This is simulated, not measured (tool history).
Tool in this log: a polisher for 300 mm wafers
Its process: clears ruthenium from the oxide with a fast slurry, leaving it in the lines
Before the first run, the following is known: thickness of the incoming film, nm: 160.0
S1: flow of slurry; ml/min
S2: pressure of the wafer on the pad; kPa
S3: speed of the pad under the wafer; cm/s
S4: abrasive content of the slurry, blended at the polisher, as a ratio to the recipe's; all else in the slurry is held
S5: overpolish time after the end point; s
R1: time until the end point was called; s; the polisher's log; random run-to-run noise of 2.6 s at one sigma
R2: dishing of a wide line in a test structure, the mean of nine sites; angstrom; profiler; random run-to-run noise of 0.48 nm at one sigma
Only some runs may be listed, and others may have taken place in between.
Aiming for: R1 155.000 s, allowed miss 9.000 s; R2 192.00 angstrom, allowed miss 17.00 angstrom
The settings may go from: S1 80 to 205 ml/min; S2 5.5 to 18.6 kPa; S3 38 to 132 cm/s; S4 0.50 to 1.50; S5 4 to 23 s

{"run": 1, "day": 0.0, "S1": 135, "S2": 11.7, "S3": 84, "S4": 1.0, "S5": 12, "R1": 74.421, "R2": 217.11}
{"run": 2, "day": 0.246, "S1": 135, "S2": 9.7, "S3": 80, "S4": 1.0, "S5": 14, "R1": 88.353, "R2": 224.39}
{"run": 3, "day": 0.354, "S1": 120, "S2": 9.7, "S3": 80, "S4": 1.0, "S5": 14, "R1": 90.703, "R2": 222.88}
{"run": 4, "day": 0.504, "S1": 120, "S2": 9.7, "S3": 80, "S4": 1.0, "S5": 18, "R1": 90.511, "R2": 270.85}
{"run": 5, "day": 0.604, "S1": 120, "S2": 9.7, "S3": 98, "S4": 1.0, "S5": 18, "R1": 74.784, "R2": 336.91}
{"run": 6, "day": 0.933, "S1": 120, "S2": 8.3, "S3": 98, "S4": 1.0, "S5": 18, "R1": 81.759, "R2": 321.05}
{"run": 7, "day": 1.288, "S1": 120, "S2": 7.6, "S3": 86, "S4": 1.0, "S5": 18, "R1": 96.408, "R2": 261.13}
{"run": 8, "day": 1.417, "S1": 110, "S2": 5.5, "S3": 62, "S4": 0.9, "S5": 21, "R1": 169.11, "R2": 180.43}

Consider the 4 candidate settings below. Which is the only one whose results all fall within their allowed miss of target?
{"run": "A", "day": 1.546, "S1": 85, "S2": 5.5, "S3": 60, "S4": 0.95, "S5": 23, "R1": "?", "R2": "?"}
{"run": "B", "day": 1.546, "S1": 135, "S2": 5.5, "S3": 56, "S4": 1.2, "S5": 21, "R1": "?", "R2": "?"}
{"run": "C", "day": 1.546, "S1": 90, "S2": 5.5, "S3": 64, "S4": 0.85, "S5": 23, "R1": "?", "R2": "?"}
{"run": "D", "day": 1.546, "S1": 95, "S2": 8.3, "S3": 56, "S4": 0.75, "S5": 23, "R1": "?", "R2": "?"}

move=A R1=181.200 R2=172.32
move=B R1=153.010 R2=185.74
move=C R1=176.910 R2=176.34
move=D R1=172.890 R2=180.27
A: further off than the last run
B: each result inside its tolerance
C: further off than the last run
D: further off than the last run
Go with B: it meets all targets.
